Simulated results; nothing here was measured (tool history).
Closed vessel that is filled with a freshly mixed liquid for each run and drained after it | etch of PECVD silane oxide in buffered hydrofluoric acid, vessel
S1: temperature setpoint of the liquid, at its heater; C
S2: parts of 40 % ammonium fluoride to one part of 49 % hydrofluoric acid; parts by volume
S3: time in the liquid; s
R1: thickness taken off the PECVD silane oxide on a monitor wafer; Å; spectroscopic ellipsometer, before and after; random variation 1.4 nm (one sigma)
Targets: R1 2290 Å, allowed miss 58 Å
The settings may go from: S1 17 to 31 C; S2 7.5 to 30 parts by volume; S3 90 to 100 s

| run | hour | S1 | S2 | S3 | R1 |
|---|---|---|---|---|---|
| 1 | 0 | 23 | 20.5 | 90 | 1541.4 |
| 2 | 7.9 | 26 | 20.5 | 90 | 1810 |
| 3 | 16.7 | 22.5 | 20.5 | 90 | 1481.1 |
| 4 | 25.3 | 23.5 | 20.5 | 90 | 1575.4 |
| 5 | 27.4 | 23.5 | 20.5 | 90 | 1573.5 |
| 6 | 28.8 | 21.5 | 20.5 | 90 | 1407.3 |
| 7 | 35.6 | 22.5 | 20.5 | 90 | 1496.5 |
| 8 | 38.6 | 26.5 | 20 | 90 | 1875.6 |
| 9 | 42.5 | 26.5 | 20 | 90 | 1870.5 |
| 10 | 44.1 | 27 | 20 | 90 | 1933.5 |
| 11 | 46.2 | 27 | 20 | 90 | 1918.3 |
| 12 | 54.1 | 27.5 | 20 | 90 | 1964.1 |
| 13 | 61.9 | 28 | 20 | 90 | 2033.8 |
| 14 | 66.1 | 28.5 | 20 | 90 | 2109.4 |
| 15 | 70.4 | 29.5 | 20 | 90 | 2215.4 |

Which of these 5 next moves meets every target?
| A | 74.7 | 28.5 | 19 | 95 | ? |
| B | 74.7 | 28 | 16.5 | 90 | ? |
| C | 74.7 | 28.5 | 20.5 | 95 | ? |
| D | 74.7 | 30.5 | 20.5 | 95 | ? |
| E | 74.7 | 29.5 | 20.5 | 100 | ? |

| move | R1 |
|---|---|
| A | 2292.8 |
| B | 2401.7 |
| C | 2176.6 |
| D | 2420.1 |
| E | 2416.3 |
A: meets every target
B: takes the result that was furthest off past its target
C: further off than the last run
D: takes the result that was furthest off past its target
E: takes the result that was furthest off past its target
The right move is A.
